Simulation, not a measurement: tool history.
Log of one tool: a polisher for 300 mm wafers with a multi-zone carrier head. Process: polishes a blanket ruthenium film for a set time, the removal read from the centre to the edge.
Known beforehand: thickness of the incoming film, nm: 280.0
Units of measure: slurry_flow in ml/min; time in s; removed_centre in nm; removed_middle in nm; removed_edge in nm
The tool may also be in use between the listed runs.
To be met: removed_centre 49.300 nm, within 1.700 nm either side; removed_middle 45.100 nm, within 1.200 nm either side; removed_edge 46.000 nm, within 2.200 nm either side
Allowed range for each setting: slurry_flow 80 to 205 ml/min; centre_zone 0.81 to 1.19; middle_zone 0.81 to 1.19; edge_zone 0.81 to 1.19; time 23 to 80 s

{"run": 1, "hour": 0.0, "slurry_flow": 135, "centre_zone": 1.0, "middle_zone": 1.0, "edge_zone": 1.0, "time": 51, "removed_centre": 53.051, "removed_middle": 53.787, "removed_edge": 54.641}
{"run": 2, "hour": 7.5, "slurry_flow": 135, "centre_zone": 1.0, "middle_zone": 1.0, "edge_zone": 0.94, "time": 51, "removed_centre": 52.708, "removed_middle": 52.895, "removed_edge": 52.316}
{"run": 3, "hour": 15.3, "slurry_flow": 135, "centre_zone": 1.0, "middle_zone": 1.08, "edge_zone": 0.94, "time": 51, "removed_centre": 53.412, "removed_middle": 56.988, "removed_edge": 50.889}
{"run": 4, "hour": 22.8, "slurry_flow": 135, "centre_zone": 0.94, "middle_zone": 1.08, "edge_zone": 0.94, "time": 51, "removed_centre": 50.926, "removed_middle": 56.364, "removed_edge": 52.497}
{"run": 5, "hour": 30.8, "slurry_flow": 135, "centre_zone": 0.91, "middle_zone": 1.08, "edge_zone": 0.94, "time": 51, "removed_centre": 49.8, "removed_middle": 57.33, "removed_edge": 52.22}
{"run": 6, "hour": 32.2, "slurry_flow": 130, "centre_zone": 0.93, "middle_zone": 1.06, "edge_zone": 0.92, "time": 51, "removed_centre": 50.001, "removed_middle": 55.982, "removed_edge": 50.931}
{"run": 7, "hour": 37.5, "slurry_flow": 95, "centre_zone": 1.03, "middle_zone": 0.96, "edge_zone": 0.88, "time": 50, "removed_centre": 47.689, "removed_middle": 45.618, "removed_edge": 45.893}
{"run": 8, "hour": 41.7, "slurry_flow": 95, "centre_zone": 1.04, "middle_zone": 0.96, "edge_zone": 0.88, "time": 50, "removed_centre": 46.767, "removed_middle": 46.736, "removed_edge": 45.231}

4 next moves are on the table. One of them brings every result within its allowed miss. Which?
{"run": "A", "hour": 45.9, "slurry_flow": 105, "centre_zone": 1.14, "middle_zone": 1.02, "edge_zone": 0.81, "time": 50, "removed_centre": "?", "removed_middle": "?", "removed_edge": "?"}
{"run": "B", "hour": 45.9, "slurry_flow": 90, "centre_zone": 1.06, "middle_zone": 1.14, "edge_zone": 0.81, "time": 50, "removed_centre": "?", "removed_middle": "?", "removed_edge": "?"}
{"run": "C", "hour": 45.9, "slurry_flow": 105, "centre_zone": 1.07, "middle_zone": 0.92, "edge_zone": 0.84, "time": 49, "removed_centre": "?", "removed_middle": "?", "removed_edge": "?"}
{"run": "D", "hour": 45.9, "slurry_flow": 90, "centre_zone": 1.1, "middle_zone": 1.02, "edge_zone": 0.83, "time": 53, "removed_centre": "?", "removed_middle": "?", "removed_edge": "?"}

move=A removed_centre=51.961 removed_middle=50.211 removed_edge=46.062
move=B removed_centre=46.697 removed_middle=52.411 removed_edge=44.412
move=C removed_centre=48.850 removed_middle=45.130 removed_edge=45.929
move=D removed_centre=50.641 removed_middle=50.514 removed_edge=47.659
A: takes the biggest miss from the last run beyond its target
B: further off than the last run
C: in spec on every target
D: puts the biggest miss on target and leaves a different result outside tolerance
Correct choice: C, which meets every target
